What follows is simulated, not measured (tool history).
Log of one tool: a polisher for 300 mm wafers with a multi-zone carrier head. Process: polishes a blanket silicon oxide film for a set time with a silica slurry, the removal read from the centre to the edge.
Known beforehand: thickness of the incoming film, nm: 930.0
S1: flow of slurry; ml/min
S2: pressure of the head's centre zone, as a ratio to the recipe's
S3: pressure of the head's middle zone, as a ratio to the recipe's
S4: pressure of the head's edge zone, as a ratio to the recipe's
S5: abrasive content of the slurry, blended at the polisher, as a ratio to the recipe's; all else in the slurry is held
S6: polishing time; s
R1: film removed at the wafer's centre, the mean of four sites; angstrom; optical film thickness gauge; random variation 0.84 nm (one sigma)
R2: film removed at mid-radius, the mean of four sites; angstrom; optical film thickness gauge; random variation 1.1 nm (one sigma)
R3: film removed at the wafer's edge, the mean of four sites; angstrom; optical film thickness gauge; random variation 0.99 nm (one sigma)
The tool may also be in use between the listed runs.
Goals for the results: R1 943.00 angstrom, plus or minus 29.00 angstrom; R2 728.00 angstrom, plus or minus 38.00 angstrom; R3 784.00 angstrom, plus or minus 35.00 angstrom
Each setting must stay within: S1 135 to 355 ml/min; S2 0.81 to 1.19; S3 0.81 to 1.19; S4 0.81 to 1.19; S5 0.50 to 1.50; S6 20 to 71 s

{"run": 1, "hour": 0.0, "S1": 225, "S2": 1.0, "S3": 1.0, "S4": 1.0, "S5": 1.0, "S6": 45, "R1": 1523.3, "R2": 1516.5, "R3": 1526.4}
{"run": 2, "hour": 5.6, "S1": 225, "S2": 1.0, "S3": 1.0, "S4": 1.04, "S5": 1.0, "S6": 45, "R1": 1498.1, "R2": 1511.9, "R3": 1500.3}
{"run": 3, "hour": 13.2, "S1": 225, "S2": 1.02, "S3": 0.99, "S4": 1.04, "S5": 0.95, "S6": 43, "R1": 1446.2, "R2": 1385.5, "R3": 1445.4}
{"run": 4, "hour": 21.7, "S1": 225, "S2": 1.02, "S3": 0.91, "S4": 1.04, "S5": 0.95, "S6": 43, "R1": 1447.4, "R2": 1274.3, "R3": 1452.2}
{"run": 5, "hour": 27.0, "S1": 225, "S2": 1.02, "S3": 0.91, "S4": 1.04, "S5": 0.95, "S6": 38, "R1": 1276.8, "R2": 1140.1, "R3": 1244.1}
{"run": 6, "hour": 34.4, "S1": 225, "S2": 1.02, "S3": 0.91, "S4": 1.04, "S5": 0.75, "S6": 38, "R1": 1161.9, "R2": 1047.7, "R3": 1139.6}
{"run": 7, "hour": 35.8, "S1": 225, "S2": 1.03, "S3": 0.9, "S4": 1.03, "S5": 0.7, "S6": 37, "R1": 1123.2, "R2": 975.83, "R3": 1099.7}
{"run": 8, "hour": 39.7, "S1": 230, "S2": 1.04, "S3": 0.9, "S4": 1.02, "S5": 0.7, "S6": 36, "R1": 1089.7, "R2": 956.5, "R3": 1078.1}
{"run": 9, "hour": 44.0, "S1": 220, "S2": 1.06, "S3": 0.91, "S4": 1.03, "S5": 0.7, "S6": 35, "R1": 1074.7, "R2": 956.42, "R3": 1027.5}
{"run": 10, "hour": 44.6, "S1": 215, "S2": 1.07, "S3": 0.9, "S4": 1.02, "S5": 0.7, "S6": 35, "R1": 1067.6, "R2": 925.07, "R3": 1028.4}
{"run": 11, "hour": 49.6, "S1": 225, "S2": 1.08, "S3": 0.9, "S4": 1.0, "S5": 0.7, "S6": 34, "R1": 1040.3, "R2": 890.44, "R3": 996.78}
{"run": 12, "hour": 52.2, "S1": 220, "S2": 1.09, "S3": 0.9, "S4": 1.0, "S5": 0.7, "S6": 34, "R1": 1056.1, "R2": 887.34, "R3": 994.58}
{"run": 13, "hour": 61.1, "S1": 220, "S2": 1.09, "S3": 0.9, "S4": 1.0, "S5": 0.7, "S6": 34, "R1": 1066.1, "R2": 914.39, "R3": 981.94}
{"run": 14, "hour": 69.5, "S1": 215, "S2": 1.1, "S3": 0.89, "S4": 0.99, "S5": 0.7, "S6": 34, "R1": 1058.2, "R2": 881.41, "R3": 981.85}
{"run": 15, "hour": 70.6, "S1": 210, "S2": 1.11, "S3": 0.89, "S4": 0.97, "S5": 0.7, "S6": 34, "R1": 1065.0, "R2": 884.82, "R3": 958.22}
{"run": 16, "hour": 72.9, "S1": 210, "S2": 1.11, "S3": 0.88, "S4": 0.96, "S5": 0.7, "S6": 34, "R1": 1088.4, "R2": 877.32, "R3": 979.2}

Pick the move, out of 5, that brings all results within their allowed miss; only one does.
{"run": "A", "hour": 75.2, "S1": 220, "S2": 1.11, "S3": 0.83, "S4": 1.07, "S5": 0.6, "S6": 32, "R1": "?", "R2": "?", "R3": "?"}
{"run": "B", "hour": 75.2, "S1": 180, "S2": 1.08, "S3": 0.83, "S4": 1.04, "S5": 0.7, "S6": 31, "R1": "?", "R2": "?", "R3": "?"}
{"run": "C", "hour": 75.2, "S1": 155, "S2": 1.19, "S3": 0.88, "S4": 0.93, "S5": 0.6, "S6": 31, "R1": "?", "R2": "?", "R3": "?"}
{"run": "D", "hour": 75.2, "S1": 215, "S2": 1.1, "S3": 0.83, "S4": 0.97, "S5": 0.7, "S6": 30, "R1": "?", "R2": "?", "R3": "?"}
{"run": "E", "hour": 75.2, "S1": 205, "S2": 1.09, "S3": 0.81, "S4": 0.91, "S5": 0.7, "S6": 32, "R1": "?", "R2": "?", "R3": "?"}

move=A R1=942.76 R2=736.95 R3=885.13
move=B R1=928.20 R2=745.92 R3=888.33
move=C R1=929.69 R2=719.07 R3=777.14
move=D R1=933.97 R2=736.43 R3=843.55
move=E R1=982.21 R2=766.18 R3=870.17
A: an improvement on the last run, though not all results are within tolerance
B: an improvement on the last run, though not all results are within tolerance
C: every result lands within tolerance
D: an improvement on the last run, though not all results are within tolerance
E: an improvement on the last run, though not all results are within tolerance
The right move is C.
